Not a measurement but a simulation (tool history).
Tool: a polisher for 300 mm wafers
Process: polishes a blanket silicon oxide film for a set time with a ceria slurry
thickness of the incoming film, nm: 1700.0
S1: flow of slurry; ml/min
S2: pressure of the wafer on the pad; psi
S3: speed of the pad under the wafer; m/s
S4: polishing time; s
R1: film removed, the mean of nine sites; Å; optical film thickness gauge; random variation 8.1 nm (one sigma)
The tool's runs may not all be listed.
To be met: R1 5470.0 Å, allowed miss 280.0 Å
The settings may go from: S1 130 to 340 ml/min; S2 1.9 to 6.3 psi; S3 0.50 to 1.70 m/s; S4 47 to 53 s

| run | day | S1 | S2 | S3 | S4 | R1 |
|---|---|---|---|---|---|---|
| 1 | 0.000 | 220 | 4.1 | 1.10 | 53 | 3917.1 |
| 2 | 0.067 | 265 | 4.1 | 1.10 | 53 | 3992.4 |
| 3 | 0.275 | 265 | 4.1 | 1.10 | 47 | 3561.2 |
| 4 | 0.612 | 265 | 3.2 | 1.10 | 47 | 2816.9 |
| 5 | 0.808 | 230 | 3.2 | 1.10 | 47 | 2783.2 |
| 6 | 1.179 | 275 | 3.2 | 1.10 | 47 | 2808.0 |
| 7 | 1.379 | 275 | 3.4 | 1.10 | 47 | 3051.4 |
| 8 | 1.683 | 275 | 3.6 | 1.10 | 47 | 3175.7 |
| 9 | 1.721 | 275 | 4.7 | 1.18 | 47 | 4155.2 |
| 10 | 1.833 | 275 | 4.8 | 1.18 | 47 | 4333.4 |

4 next moves are on the table. One of them brings every result within its allowed miss. Which?
| A | 1.946 | 275 | 4.6 | 1.10 | 47 | ? |
| B | 1.946 | 330 | 4.9 | 1.26 | 53 | ? |
| C | 1.946 | 340 | 3.6 | 1.34 | 47 | ? |
| D | 1.946 | 315 | 3.9 | 0.94 | 47 | ? |

| move | R1 |
|---|---|
| A | 3982.4 |
| B | 5456.6 |
| C | 3823.5 |
| D | 3011.9 |
A: further off than the last run
B: meets every target
C: further off than the last run
D: further off than the last run
Answer: B
